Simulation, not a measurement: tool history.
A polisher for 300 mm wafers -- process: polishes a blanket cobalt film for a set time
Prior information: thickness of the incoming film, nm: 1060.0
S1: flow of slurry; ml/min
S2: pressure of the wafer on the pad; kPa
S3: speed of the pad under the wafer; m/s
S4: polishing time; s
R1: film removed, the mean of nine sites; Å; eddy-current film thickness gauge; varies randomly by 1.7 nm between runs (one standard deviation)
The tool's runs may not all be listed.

{"run": 1, "hour": 0.0, "S1": 200, "S2": 14.5, "S3": 0.96, "S4": 57, "R1": 2385.9}
{"run": 2, "hour": 3.3, "S1": 180, "S2": 14.5, "S3": 0.96, "S4": 57, "R1": 2342.2}
{"run": 3, "hour": 8.9, "S1": 175, "S2": 13.8, "S3": 0.96, "S4": 57, "R1": 2208.5}
{"run": 4, "hour": 11.2, "S1": 140, "S2": 13.8, "S3": 0.96, "S4": 57, "R1": 2192.9}
{"run": 5, "hour": 13.0, "S1": 140, "S2": 15.9, "S3": 0.96, "S4": 57, "R1": 2480.2}
{"run": 6, "hour": 21.3, "S1": 140, "S2": 15.2, "S3": 0.96, "S4": 57, "R1": 2384.1}
{"run": 7, "hour": 27.7, "S1": 140, "S2": 15.2, "S3": 0.96, "S4": 57, "R1": 2445}

Run 8 is up next; what results do you expect?
{"run": 8, "hour": 30.4, "S1": 140, "S2": 14.5, "S3": 0.96, "S4": 57, "R1": "?"}

R1: 2277.1 Å
